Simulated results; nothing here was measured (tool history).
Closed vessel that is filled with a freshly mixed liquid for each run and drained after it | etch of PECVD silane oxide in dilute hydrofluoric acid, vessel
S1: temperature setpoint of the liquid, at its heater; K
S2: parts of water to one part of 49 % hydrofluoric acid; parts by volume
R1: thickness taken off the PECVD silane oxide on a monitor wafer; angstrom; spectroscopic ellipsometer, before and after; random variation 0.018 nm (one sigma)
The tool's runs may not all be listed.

{"run": 1, "hour": 0.0, "S1": 294.15, "S2": 245, "time in the liquid (s)": 30, "R1": 12.756}
{"run": 2, "hour": 3.4, "S1": 294.15, "S2": 245, "time in the liquid (s)": 30, "R1": 12.716}
{"run": 3, "hour": 11.3, "S1": 296.65, "S2": 220, "time in the liquid (s)": 30, "R1": 15.947}
{"run": 4, "hour": 13.4, "S1": 296.65, "S2": 165, "time in the liquid (s)": 30, "R1": 22.363}
{"run": 5, "hour": 14.8, "S1": 296.65, "S2": 215, "time in the liquid (s)": 30, "R1": 16.609}
{"run": 6, "hour": 16.2, "S1": 294.65, "S2": 215, "time in the liquid (s)": 30, "R1": 15.284}

Run 7 comes next. What will it give?
{"run": 7, "hour": 25.3, "S1": 298.65, "S2": 170, "time in the liquid (s)": 30, "R1": "?"}

{"run 7": {"R1": 23.948}}

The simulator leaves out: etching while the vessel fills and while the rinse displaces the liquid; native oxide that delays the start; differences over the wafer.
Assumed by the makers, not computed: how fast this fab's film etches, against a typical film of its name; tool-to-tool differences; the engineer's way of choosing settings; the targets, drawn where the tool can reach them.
